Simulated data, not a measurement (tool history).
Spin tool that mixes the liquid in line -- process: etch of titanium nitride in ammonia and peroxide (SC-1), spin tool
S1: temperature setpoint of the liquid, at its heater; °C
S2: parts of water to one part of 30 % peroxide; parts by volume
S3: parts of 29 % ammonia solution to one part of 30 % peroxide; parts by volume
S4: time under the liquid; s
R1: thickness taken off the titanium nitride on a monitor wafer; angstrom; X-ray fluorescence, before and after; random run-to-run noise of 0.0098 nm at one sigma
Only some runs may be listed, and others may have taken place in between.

run,day,S1,S2,S3,S4,R1
1,0,55,7,0.55,50,28.524
2,0.062,55,9,0.55,50,24.595
3,0.421,50.5,9,0.55,50,18.407
4,0.583,49,9,0.55,50,16.607
5,0.854,49,9,0.55,30,9.9136
6,0.892,49,9,0.45,30,9.4905
7,1.233,50,9,0.45,30,10.318

Expected results for the next run?
8,1.575,51,9,0.45,30,?

{"run 8": {"R1": 11.067}}

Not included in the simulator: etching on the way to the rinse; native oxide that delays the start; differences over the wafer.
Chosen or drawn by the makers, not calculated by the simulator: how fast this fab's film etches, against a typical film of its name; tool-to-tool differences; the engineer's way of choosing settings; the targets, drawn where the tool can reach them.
